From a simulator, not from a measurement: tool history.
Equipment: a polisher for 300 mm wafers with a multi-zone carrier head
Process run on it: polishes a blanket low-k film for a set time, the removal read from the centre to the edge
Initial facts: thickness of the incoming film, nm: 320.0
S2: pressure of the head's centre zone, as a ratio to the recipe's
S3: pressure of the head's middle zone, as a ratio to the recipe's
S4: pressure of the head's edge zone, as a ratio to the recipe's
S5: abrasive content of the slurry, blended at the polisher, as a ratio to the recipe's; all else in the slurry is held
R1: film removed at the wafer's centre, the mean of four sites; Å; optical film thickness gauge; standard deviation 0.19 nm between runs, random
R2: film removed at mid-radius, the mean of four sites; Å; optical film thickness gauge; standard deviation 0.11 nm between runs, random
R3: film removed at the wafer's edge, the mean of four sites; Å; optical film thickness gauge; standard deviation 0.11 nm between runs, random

run 1 hour=0.0 | flow_of_slurry_(ml/min)=245 S2=1.00 S3=1.00 S4=1.00 S5=1.00 polishing_time_(s)=66 | R1=183.54 R2=193.41 R3=191.11
run 2 hour=5.2 | flow_of_slurry_(ml/min)=245 S2=1.01 S3=0.98 S4=0.98 S5=0.95 polishing_time_(s)=65 | R1=178.93 R2=176.66 R3=177.42
run 3 hour=12.1 | flow_of_slurry_(ml/min)=295 S2=1.01 S3=0.98 S4=0.98 S5=0.95 polishing_time_(s)=65 | R1=180.23 R2=181.86 R3=178.35
run 4 hour=13.4 | flow_of_slurry_(ml/min)=295 S2=1.01 S3=0.90 S4=0.98 S5=0.95 polishing_time_(s)=65 | R1=179.87 R2=175.36 R3=176.97
run 5 hour=14.8 | flow_of_slurry_(ml/min)=285 S2=1.02 S3=0.89 S4=0.97 S5=0.90 polishing_time_(s)=65 | R1=175.17 R2=165.20 R3=172.84
run 6 hour=21.8 | flow_of_slurry_(ml/min)=285 S2=1.02 S3=0.89 S4=0.97 S5=0.90 polishing_time_(s)=55 | R1=149.16 R2=137.27 R3=147.38

Predict the results of run 7:
run 7 hour=25.4 | flow_of_slurry_(ml/min)=285 S2=1.03 S3=0.88 S4=0.95 S5=0.90 polishing_time_(s)=55 | R1=? R2=? R3=?

{"run 7": {"R1": 152.35, "R2": 135.2, "R3": 146.61}}
